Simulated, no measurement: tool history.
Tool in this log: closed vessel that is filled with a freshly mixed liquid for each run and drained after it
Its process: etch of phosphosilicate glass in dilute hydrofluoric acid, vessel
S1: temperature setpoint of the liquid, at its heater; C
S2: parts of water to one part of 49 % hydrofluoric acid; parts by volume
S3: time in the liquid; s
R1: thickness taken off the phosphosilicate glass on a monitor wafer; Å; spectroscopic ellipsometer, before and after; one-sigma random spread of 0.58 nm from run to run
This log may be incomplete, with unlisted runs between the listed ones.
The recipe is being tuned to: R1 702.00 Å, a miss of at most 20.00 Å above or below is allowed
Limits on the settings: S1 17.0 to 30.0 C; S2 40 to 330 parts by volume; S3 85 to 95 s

Run 1, hour 0.0: S1 22.0 C, S2 185 parts by volume, S3 85 s. Result: R1 407.03 Å.
Run 2, hour 3.0: S1 22.0 C, S2 185 parts by volume, S3 95 s. Result: R1 452.52 Å.
Run 3, hour 8.3: S1 22.0 C, S2 160 parts by volume, S3 95 s. Result: R1 536.13 Å.
Run 4, hour 15.6: S1 23.0 C, S2 160 parts by volume, S3 95 s. Result: R1 552.08 Å.
Run 5, hour 22.4: S1 23.0 C, S2 205 parts by volume, S3 95 s. Result: R1 414.08 Å.
Run 6, hour 31.5: S1 24.0 C, S2 195 parts by volume, S3 95 s. Result: R1 451.13 Å.
Run 7, hour 36.2: S1 25.0 C, S2 185 parts by volume, S3 95 s. Result: R1 498.88 Å.
Run 8, hour 43.6: S1 26.0 C, S2 180 parts by volume, S3 95 s. Result: R1 549.15 Å.

Next run, 5 choices. One meets every target within its allowed miss, the rest don't. Which?
Run A, hour 51.0: S1 22.0 C, S2 135 parts by volume, S3 95 s. Result: R1 ?.
Run B, hour 51.0: S1 26.0 C, S2 210 parts by volume, S3 85 s. Result: R1 ?.
Run C, hour 51.0: S1 27.5 C, S2 145 parts by volume, S3 95 s. Result: R1 ?.
Run D, hour 51.0: S1 27.0 C, S2 150 parts by volume, S3 95 s. Result: R1 ?.
Run E, hour 51.0: S1 28.0 C, S2 170 parts by volume, S3 90 s. Result: R1 ?.

move      R1
   A  645.19
   B  396.91
   C  732.49
   D  690.80
   E  584.51
A: moves toward the targets from the last run without getting all of them in spec
B: misses by more than the last run did
C: takes the biggest miss from the last run beyond its target
D: hits every target within its allowed miss
E: moves toward the targets from the last run without getting all of them in spec
Answer: D

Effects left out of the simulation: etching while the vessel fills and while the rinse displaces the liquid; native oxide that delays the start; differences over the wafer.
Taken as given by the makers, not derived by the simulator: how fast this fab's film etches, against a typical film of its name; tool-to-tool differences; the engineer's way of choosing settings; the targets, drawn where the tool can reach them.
